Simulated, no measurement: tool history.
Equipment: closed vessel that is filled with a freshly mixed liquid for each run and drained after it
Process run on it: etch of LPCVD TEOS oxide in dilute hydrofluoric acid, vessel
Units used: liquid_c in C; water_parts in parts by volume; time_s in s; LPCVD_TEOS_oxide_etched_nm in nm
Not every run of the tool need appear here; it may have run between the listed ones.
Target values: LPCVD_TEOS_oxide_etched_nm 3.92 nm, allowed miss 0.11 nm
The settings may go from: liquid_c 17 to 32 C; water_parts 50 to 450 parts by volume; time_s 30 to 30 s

run,hour,liquid_c,water_parts,time_s,LPCVD_TEOS_oxide_etched_nm
1,0,24,250,30,4.7663
2,8.9,24,250,30,4.7703
3,16,22.5,250,30,4.5029
4,17.4,25,250,30,5.0141
5,19,25,250,30,4.9438
6,21.6,23.5,250,30,4.6517
7,24.6,22.5,250,30,4.5154
8,30.3,21.5,250,30,4.374
9,36.5,20.5,250,30,4.1863
10,44.3,20,250,30,4.1514
11,49.2,19.5,250,30,4.039

Exercise: of the 5 proposed moves below, exactly one satisfies all targets within the stated allowed misses. Which move is it?
A,54.1,22,255,30,?
B,54.1,19,240,30,?
C,54.1,22,275,30,?
D,54.1,18,230,30,?
E,54.1,18,235,30,?

move,LPCVD_TEOS_oxide_etched_nm
A,4.3354
B,4.1768
C,3.9434
D,4.2324
E,4.1236
A: its largest miss is bigger than the last run's
B: its largest miss is bigger than the last run's
C: all results in spec
D: its largest miss is bigger than the last run's
E: its largest miss is bigger than the last run's
Correct choice: C, which meets every target
